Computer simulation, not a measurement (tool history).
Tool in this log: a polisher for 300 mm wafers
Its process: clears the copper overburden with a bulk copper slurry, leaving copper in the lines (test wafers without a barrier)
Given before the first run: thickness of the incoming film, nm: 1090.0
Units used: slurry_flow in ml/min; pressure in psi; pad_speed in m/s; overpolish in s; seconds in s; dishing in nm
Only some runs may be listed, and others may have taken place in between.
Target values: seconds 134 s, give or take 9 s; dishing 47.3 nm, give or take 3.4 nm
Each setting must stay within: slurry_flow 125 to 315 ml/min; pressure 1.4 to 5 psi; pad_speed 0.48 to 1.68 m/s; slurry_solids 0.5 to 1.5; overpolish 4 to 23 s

{"run": 1, "hour": 0.0, "slurry_flow": 205, "pressure": 3.2, "pad_speed": 1.08, "slurry_solids": 1, "overpolish": 12, "seconds": 94.245, "dishing": 75.335}
{"run": 2, "hour": 2.5, "slurry_flow": 185, "pressure": 3.2, "pad_speed": 1.08, "slurry_solids": 1, "overpolish": 12, "seconds": 99.162, "dishing": 75.057}
{"run": 3, "hour": 8.9, "slurry_flow": 185, "pressure": 3.8, "pad_speed": 1.08, "slurry_solids": 1, "overpolish": 12, "seconds": 82.99, "dishing": 84.864}
{"run": 4, "hour": 13.0, "slurry_flow": 185, "pressure": 3.6, "pad_speed": 1.08, "slurry_solids": 1, "overpolish": 11, "seconds": 81.592, "dishing": 78.249}
{"run": 5, "hour": 13.9, "slurry_flow": 185, "pressure": 3.4, "pad_speed": 1.08, "slurry_solids": 1, "overpolish": 11, "seconds": 90.171, "dishing": 73.089}
{"run": 6, "hour": 21.0, "slurry_flow": 185, "pressure": 3.2, "pad_speed": 1.08, "slurry_solids": 1, "overpolish": 11, "seconds": 97.898, "dishing": 70.334}
{"run": 7, "hour": 23.4, "slurry_flow": 185, "pressure": 2.3, "pad_speed": 1.04, "slurry_solids": 1, "overpolish": 7, "seconds": 143.65, "dishing": 38.137}
{"run": 8, "hour": 27.7, "slurry_flow": 185, "pressure": 2.4, "pad_speed": 1.04, "slurry_solids": 1, "overpolish": 8, "seconds": 131.7, "dishing": 43.047}

Which single option among these 5 for the next run brings every result within its allowed miss of target? Just one does.
{"run": "A", "hour": 32.0, "slurry_flow": 185, "pressure": 2.6, "pad_speed": 1, "slurry_solids": 0.85, "overpolish": 7, "seconds": "?", "dishing": "?"}
{"run": "B", "hour": 32.0, "slurry_flow": 190, "pressure": 2.4, "pad_speed": 1, "slurry_solids": 1.05, "overpolish": 9, "seconds": "?", "dishing": "?"}
{"run": "C", "hour": 32.0, "slurry_flow": 160, "pressure": 2.8, "pad_speed": 1.1, "slurry_solids": 0.75, "overpolish": 7, "seconds": "?", "dishing": "?"}
{"run": "D", "hour": 32.0, "slurry_flow": 200, "pressure": 2.3, "pad_speed": 1.02, "slurry_solids": 1.05, "overpolish": 7, "seconds": "?", "dishing": "?"}
{"run": "E", "hour": 32.0, "slurry_flow": 180, "pressure": 2.3, "pad_speed": 1.08, "slurry_solids": 1, "overpolish": 11, "seconds": "?", "dishing": "?"}

move=A seconds=129.56 dishing=39.133
move=B seconds=133.78 dishing=46.537
move=C seconds=116.3 dishing=42.952
move=D seconds=135.31 dishing=37.494
move=E seconds=132.06 dishing=54.644
A: moves away from the targets compared with the last run
B: hits every target within its allowed miss
C: moves away from the targets compared with the last run
D: moves away from the targets compared with the last run
E: carries the result that was furthest off beyond its target, to the other side
So the answer is move B, the one that meets all the targets.
